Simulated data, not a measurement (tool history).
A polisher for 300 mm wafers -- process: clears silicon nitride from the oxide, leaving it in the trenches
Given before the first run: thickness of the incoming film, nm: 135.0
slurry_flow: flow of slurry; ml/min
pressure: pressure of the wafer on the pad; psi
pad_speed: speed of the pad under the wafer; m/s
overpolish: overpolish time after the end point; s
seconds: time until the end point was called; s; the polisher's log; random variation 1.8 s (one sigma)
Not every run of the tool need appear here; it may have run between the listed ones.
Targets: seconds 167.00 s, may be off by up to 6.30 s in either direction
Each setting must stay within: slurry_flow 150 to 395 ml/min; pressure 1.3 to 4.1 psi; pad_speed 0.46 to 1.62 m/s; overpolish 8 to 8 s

run  hour  slurry_flow  pressure  pad_speed  overpolish  seconds
  1   0.0          250       2.7       1.04           8   134.81
  2   0.6          250       2.6       1.04           8   140.86
  3   3.6          250       2.9       1.04           8   126.69
  4  11.1          275       2.9       1.04           8   124.51
  5  12.0          275       3.4       1.04           8   106.35
  6  12.9          275       3.4       0.86           8   129.63
  7  17.9          275       3.3       0.86           8   136.40
  8  24.2          275       3.2       0.86           8   136.37
  9  25.9          270       3.1       0.86           8   139.89
 10  28.5          270       3.0       0.86           8   148.96
 11  31.2          270       2.9       0.86           8   149.29
 12  36.5          270       2.9       0.86           8   153.01
 13  42.4          270       2.8       0.86           8   156.38
 14  46.3          270       2.8       0.86           8   157.39

Next run, 5 choices. One meets every target within its allowed miss, the rest don't. Which?
  A  50.2          305       2.9       0.94           8        ?
  B  50.2          270       2.4       0.92           8        ?
  C  50.2          205       3.2       0.84           8        ?
  D  50.2          300       2.8       0.74           8        ?
  E  50.2          225       2.6       0.80           8        ?

move  seconds
   A   139.25
   B   171.42
   C   145.82
   D   181.44
   E   184.57
A: further off than the last run
B: in spec on every target
C: further off than the last run
D: carries the result that was furthest off beyond its target, to the other side
E: carries the result that was furthest off beyond its target, to the other side
The move that meets every target is B.
